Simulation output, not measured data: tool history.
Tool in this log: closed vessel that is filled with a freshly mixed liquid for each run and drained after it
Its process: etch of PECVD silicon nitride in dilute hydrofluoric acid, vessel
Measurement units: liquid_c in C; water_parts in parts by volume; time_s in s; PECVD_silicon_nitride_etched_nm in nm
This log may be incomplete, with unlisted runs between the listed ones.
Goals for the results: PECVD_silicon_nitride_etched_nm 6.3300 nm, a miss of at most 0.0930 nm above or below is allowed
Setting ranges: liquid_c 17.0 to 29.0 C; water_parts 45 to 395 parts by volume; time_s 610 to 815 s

| run | day | liquid_c | water_parts | time_s | PECVD_silicon_nitride_etched_nm |
|---|---|---|---|---|---|
| 1 | 0.000 | 21.0 | 220 | 815 | 5.6071 |
| 2 | 0.183 | 19.5 | 220 | 815 | 5.0976 |
| 3 | 0.392 | 19.5 | 285 | 815 | 3.9783 |
| 4 | 0.754 | 20.5 | 285 | 815 | 4.1924 |
| 5 | 1.042 | 21.0 | 285 | 815 | 4.3984 |
| 6 | 1.138 | 21.0 | 285 | 610 | 3.2576 |
| 7 | 1.417 | 22.0 | 275 | 610 | 3.6252 |
| 8 | 1.708 | 22.5 | 265 | 610 | 3.8623 |
| 9 | 1.800 | 23.0 | 255 | 610 | 4.1238 |
| 10 | 2.183 | 23.0 | 255 | 610 | 4.1094 |
| 11 | 2.312 | 23.5 | 245 | 610 | 4.4439 |
| 12 | 2.425 | 23.5 | 245 | 610 | 4.4295 |
| 13 | 2.671 | 24.0 | 240 | 610 | 4.6527 |
| 14 | 2.733 | 24.5 | 235 | 610 | 4.9187 |
| 15 | 2.958 | 25.0 | 235 | 610 | 5.0764 |
| 16 | 3.300 | 25.5 | 235 | 610 | 5.2308 |

Exercise: of the 5 proposed moves below, exactly one satisfies all targets within the stated allowed misses. Which move is it?
| A | 3.642 | 23.5 | 265 | 720 | ? |
| B | 3.642 | 24.5 | 240 | 625 | ? |
| C | 3.642 | 25.5 | 225 | 670 | ? |
| D | 3.642 | 23.5 | 220 | 780 | ? |
| E | 3.642 | 25.5 | 255 | 765 | ? |

| move | PECVD_silicon_nitride_etched_nm |
|---|---|
| A | 4.8745 |
| B | 4.9664 |
| C | 6.0398 |
| D | 6.3463 |
| E | 6.0860 |
A: lands further from the targets than the last run did
B: lands further from the targets than the last run did
C: nearer the targets than the last run, but a result is still out of spec
D: all results land within tolerance of their targets
E: nearer the targets than the last run, but a result is still out of spec
Move D is the one to make.
